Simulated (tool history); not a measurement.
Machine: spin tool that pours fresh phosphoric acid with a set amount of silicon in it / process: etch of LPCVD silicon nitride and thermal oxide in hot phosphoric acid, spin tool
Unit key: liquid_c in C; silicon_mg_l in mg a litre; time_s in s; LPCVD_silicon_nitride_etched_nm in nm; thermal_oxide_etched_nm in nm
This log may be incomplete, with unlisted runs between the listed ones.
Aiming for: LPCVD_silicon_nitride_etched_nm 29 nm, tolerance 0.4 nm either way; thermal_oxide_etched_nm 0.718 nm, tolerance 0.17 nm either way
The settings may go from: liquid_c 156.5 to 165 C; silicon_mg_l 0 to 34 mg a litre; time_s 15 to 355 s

run	hour	liquid_c	silicon_mg_l	time_s	LPCVD_silicon_nitride_etched_nm	thermal_oxide_etched_nm
1	0	160	15	180	15.724	0.31709
2	6.8	161	15	200	18.054	0.39192
3	8.9	161	15	170	15.429	0.33111
4	17.1	162	15.5	190	17.82	0.41462
5	18.4	163.5	15.5	190	18.808	0.49628
6	22.7	163.5	10	190	18.788	0.48556
7	31.3	163.5	11	205	20.063	0.60644
8	33.5	164	15.5	215	21.614	0.55786
# hour 37.7: heated supply line repaired
9	37.7	164	15.5	215	23.361	0.6393
10	42.8	164	18.5	215	23.214	0.59768
11	50.1	164	21	220	23.848	0.55916
12	54.6	164	21.5	225	24.431	0.57098
13	59.7	164	21.5	230	25.132	0.55263
14	60.8	164	21	235	25.592	0.57884
15	68.8	164	21	240	26.053	0.68125
16	71.8	164	22	240	26.077	0.60448
17	75.9	164	22	245	26.542	0.59635
18	79.4	164.5	21.5	250	27.574	0.69569
19	83.5	164.5	22	250	27.665	0.68743

5 candidate next runs follow, results not yet known. Just one meets every target within its allowed miss. Identify it.
A	87.6	162	34	280	?	?
B	87.6	163.5	34	265	?	?
C	87.6	161.5	15.5	290	?	?
D	87.6	160.5	31.5	290	?	?
E	87.6	163	17.5	270	?	?

move	LPCVD_silicon_nitride_etched_nm	thermal_oxide_etched_nm
A	28.455	0.39852
B	28.304	0.42092
C	28.984	0.74835
D	28.031	0.41356
E	28.365	0.73837
A: closes in on the targets versus the last run, not all within tolerance yet
B: closes in on the targets versus the last run, not all within tolerance yet
C: all results in spec
D: closes in on the targets versus the last run, not all within tolerance yet
E: closes in on the targets versus the last run, not all within tolerance yet
The right move is C.

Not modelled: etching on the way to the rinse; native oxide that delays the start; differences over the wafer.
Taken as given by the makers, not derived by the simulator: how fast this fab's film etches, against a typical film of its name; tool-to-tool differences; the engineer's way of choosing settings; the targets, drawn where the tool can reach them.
